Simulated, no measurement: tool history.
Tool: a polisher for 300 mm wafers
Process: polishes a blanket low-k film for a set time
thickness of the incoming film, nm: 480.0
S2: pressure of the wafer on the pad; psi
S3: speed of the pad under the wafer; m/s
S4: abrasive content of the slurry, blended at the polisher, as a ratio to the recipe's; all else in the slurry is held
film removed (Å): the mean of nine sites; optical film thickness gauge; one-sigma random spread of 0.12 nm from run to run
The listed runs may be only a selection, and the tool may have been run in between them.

{"run": 1, "hour": 0.0, "flow of slurry (ml/min)": 165, "S2": 2.4, "S3": 0.98, "S4": 1.0, "polishing time (s)": 50, "film removed (Å)": 264.31}
{"run": 2, "hour": 3.5, "flow of slurry (ml/min)": 155, "S2": 2.0, "S3": 0.98, "S4": 1.0, "polishing time (s)": 50, "film removed (Å)": 237.42}
{"run": 3, "hour": 7.6, "flow of slurry (ml/min)": 155, "S2": 2.5, "S3": 0.98, "S4": 1.0, "polishing time (s)": 50, "film removed (Å)": 266.75}
{"run": 4, "hour": 15.9, "flow of slurry (ml/min)": 155, "S2": 2.5, "S3": 0.98, "S4": 1.0, "polishing time (s)": 50, "film removed (Å)": 267.31}
{"run": 5, "hour": 23.6, "flow of slurry (ml/min)": 155, "S2": 2.5, "S3": 0.98, "S4": 1.0, "polishing time (s)": 50, "film removed (Å)": 267.81}
{"run": 6, "hour": 26.2, "flow of slurry (ml/min)": 180, "S2": 2.5, "S3": 0.98, "S4": 1.0, "polishing time (s)": 50, "film removed (Å)": 274.82}
{"run": 7, "hour": 27.8, "flow of slurry (ml/min)": 170, "S2": 2.1, "S3": 0.92, "S4": 1.0, "polishing time (s)": 50, "film removed (Å)": 234.99}
{"run": 8, "hour": 33.4, "flow of slurry (ml/min)": 160, "S2": 1.8, "S3": 0.88, "S4": 1.0, "polishing time (s)": 50, "film removed (Å)": 206.23}
{"run": 9, "hour": 35.9, "flow of slurry (ml/min)": 150, "S2": 1.6, "S3": 0.86, "S4": 1.0, "polishing time (s)": 50, "film removed (Å)": 193.09}

Run 10 is up next; what results do you expect?
{"run": 10, "hour": 43.0, "flow of slurry (ml/min)": 145, "S2": 1.4, "S3": 0.84, "S4": 1.0, "polishing time (s)": 50, "film removed (Å)": "?"}

{"run 10": {"film removed (Å)": 176.18}}

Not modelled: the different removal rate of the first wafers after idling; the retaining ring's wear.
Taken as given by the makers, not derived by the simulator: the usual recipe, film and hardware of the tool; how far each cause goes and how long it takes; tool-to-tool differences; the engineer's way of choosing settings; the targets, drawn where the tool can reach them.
